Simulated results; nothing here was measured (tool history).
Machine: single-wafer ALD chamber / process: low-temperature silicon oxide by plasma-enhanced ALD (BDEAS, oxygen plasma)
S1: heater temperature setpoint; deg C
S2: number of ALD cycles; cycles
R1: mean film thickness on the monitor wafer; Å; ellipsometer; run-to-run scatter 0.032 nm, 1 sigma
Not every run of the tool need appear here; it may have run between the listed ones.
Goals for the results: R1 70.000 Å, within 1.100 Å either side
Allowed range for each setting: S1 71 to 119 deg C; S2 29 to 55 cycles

run 1 hour=0.0 | S1=95 S2=42 | R1=62.608
run 2 hour=1.5 | S1=90 S2=42 | R1=63.708
run 3 hour=3.8 | S1=80 S2=42 | R1=65.703
run 4 hour=8.1 | S1=80 S2=39 | R1=61.035
run 5 hour=9.8 | S1=79 S2=40 | R1=62.621
run 6 hour=16.9 | S1=78 S2=41 | R1=64.267
run 7 hour=17.5 | S1=77 S2=41 | R1=64.937
run 8 hour=19.6 | S1=76 S2=41 | R1=64.859
run 9 hour=20.3 | S1=74 S2=43 | R1=68.448

Which one of the following 5 next-run settings gets every result inside its allowed miss? There is exactly one.
run A hour=21.0 | S1=89 S2=44 | R1=?
run B hour=21.0 | S1=76 S2=44 | R1=?
run C hour=21.0 | S1=85 S2=43 | R1=?
run D hour=21.0 | S1=81 S2=43 | R1=?
run E hour=21.0 | S1=72 S2=41 | R1=?

move=A R1=66.727
move=B R1=69.541
move=C R1=66.057
move=D R1=66.903
move=E R1=65.606
A: lands further from the targets than the last run did
B: in spec on every target
C: lands further from the targets than the last run did
D: lands further from the targets than the last run did
E: lands further from the targets than the last run did
So the answer is move B, the one that meets all the targets.
